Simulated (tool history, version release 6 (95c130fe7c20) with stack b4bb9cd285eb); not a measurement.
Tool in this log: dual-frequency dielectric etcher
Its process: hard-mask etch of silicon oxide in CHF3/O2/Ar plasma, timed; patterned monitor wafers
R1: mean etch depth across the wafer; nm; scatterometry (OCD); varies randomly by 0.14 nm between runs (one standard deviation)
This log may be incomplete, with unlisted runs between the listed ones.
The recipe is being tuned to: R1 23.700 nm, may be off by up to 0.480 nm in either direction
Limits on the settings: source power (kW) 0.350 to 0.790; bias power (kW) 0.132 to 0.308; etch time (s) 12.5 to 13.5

Run 1, hour 0.0: source power (kW) 0.570, bias power (kW) 0.220, etch time (s) 13.5. Result: R1 25.401 nm.
Run 2, hour 3.8: source power (kW) 0.550, bias power (kW) 0.218, etch time (s) 13.5. Result: R1 25.528 nm.
Run 3, hour 5.1: source power (kW) 0.530, bias power (kW) 0.213, etch time (s) 13.5. Result: R1 24.967 nm.
Run 4, hour 6.1: source power (kW) 0.600, bias power (kW) 0.213, etch time (s) 13.5. Result: R1 25.516 nm.
Run 5, hour 9.6: source power (kW) 0.580, bias power (kW) 0.208, etch time (s) 13.5. Result: R1 25.245 nm.
Run 6, hour 14.0: source power (kW) 0.580, bias power (kW) 0.229, etch time (s) 13.5. Result: R1 26.182 nm.
Run 7, hour 17.5: source power (kW) 0.550, bias power (kW) 0.224, etch time (s) 13.5. Result: R1 25.729 nm.
At hour 19.0: wet clean of the chamber.
Run 8, hour 19.0: source power (kW) 0.440, bias power (kW) 0.206, etch time (s) 13.5. Result: R1 24.137 nm.

Which one of the following 4 next-run settings gets every result inside its allowed miss? There is exactly one.
Run A, hour 20.5: source power (kW) 0.360, bias power (kW) 0.258, etch time (s) 13.0. Result: R1 ?.
Run B, hour 20.5: source power (kW) 0.590, bias power (kW) 0.201, etch time (s) 12.5. Result: R1 ?.
Run C, hour 20.5: source power (kW) 0.450, bias power (kW) 0.217, etch time (s) 13.5. Result: R1 ?.
Run D, hour 20.5: source power (kW) 0.470, bias power (kW) 0.219, etch time (s) 13.5. Result: R1 ?.

move      R1
   A  25.010
   B  23.959
   C  25.160
   D  25.504
A: its largest miss is bigger than the last run's
B: all results land within tolerance of their targets
C: its largest miss is bigger than the last run's
D: its largest miss is bigger than the last run's
B is the move that brings every result within its allowed miss.
